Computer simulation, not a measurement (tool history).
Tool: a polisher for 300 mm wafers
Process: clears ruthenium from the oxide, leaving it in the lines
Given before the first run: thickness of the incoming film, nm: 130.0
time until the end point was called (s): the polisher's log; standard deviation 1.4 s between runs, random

run,day,flow of slurry (ml/min),pressure of the wafer on the pad (psi),speed of the pad under the wafer (cm/s),overpolish time after the end point (s),time until the end point was called (s)
1,0,225,1.9,76,20,160.02
2,0.362,225,2.4,76,20,127.72
3,0.642,225,2.4,62,20,149
4,0.817,225,2.4,62,20,148.12
5,1.075,225,2,62,20,178.66
6,1.421,225,2.1,62,20,165.43
7,1.512,225,2.2,62,20,160.55

What does the tool deliver on the next run?
8,1.8,225,2.3,62,20,?

time until the end point was called (s): 155.34
